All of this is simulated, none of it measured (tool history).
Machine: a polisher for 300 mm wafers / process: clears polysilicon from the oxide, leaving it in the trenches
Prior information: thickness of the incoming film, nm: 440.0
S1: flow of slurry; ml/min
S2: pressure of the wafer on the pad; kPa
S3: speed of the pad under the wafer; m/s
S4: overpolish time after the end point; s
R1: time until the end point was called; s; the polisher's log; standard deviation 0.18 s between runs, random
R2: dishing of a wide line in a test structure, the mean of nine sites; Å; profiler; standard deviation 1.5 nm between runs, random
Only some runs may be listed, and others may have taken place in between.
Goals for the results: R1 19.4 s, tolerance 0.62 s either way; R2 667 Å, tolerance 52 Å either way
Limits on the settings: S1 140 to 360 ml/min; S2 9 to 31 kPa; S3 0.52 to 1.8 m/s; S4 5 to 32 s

run 1 hour=0 | S1=230 S2=20 S3=1.16 S4=16 | R1=31.751 R2=669.59
run 2 hour=2.8 | S1=230 S2=22.8 S3=1.16 S4=16 | R1=29.033 R2=697.24
run 3 hour=8.1 | S1=250 S2=22.8 S3=1.16 S4=16 | R1=28.416 R2=684.01
run 4 hour=16.4 | S1=250 S2=22.8 S3=0.94 S4=16 | R1=35.062 R2=665.56
run 5 hour=23.9 | S1=250 S2=22.8 S3=0.94 S4=10 | R1=34.972 R2=617.99
run 6 hour=27.5 | S1=250 S2=22.8 S3=1.08 S4=10 | R1=30.783 R2=594.52
run 7 hour=30.8 | S1=250 S2=23.4 S3=1.1 S4=10 | R1=29.551 R2=598.55
run 8 hour=35.6 | S1=260 S2=29 S3=1.18 S4=15 | R1=23.561 R2=720.44

4 next moves are on the table. One of them brings every result within its allowed miss. Which?
run A hour=40.4 | S1=265 S2=29 S3=1.54 S4=12 | R1=? R2=?
run B hour=40.4 | S1=275 S2=28.3 S3=1.32 S4=14 | R1=? R2=?
run C hour=40.4 | S1=185 S2=31 S3=1.42 S4=8 | R1=? R2=?
run D hour=40.4 | S1=270 S2=26.9 S3=0.94 S4=14 | R1=? R2=?

move=A R1=18.025 R2=708.45
move=B R1=21.247 R2=707.89
move=C R1=19.317 R2=661.16
move=D R1=30.665 R2=674.77
A: takes the result that was furthest off past its target
B: nearer than the last run, and not there yet
C: every result within its allowed miss
D: lands further from the targets than the last run did
C is the move that brings every result within its allowed miss.
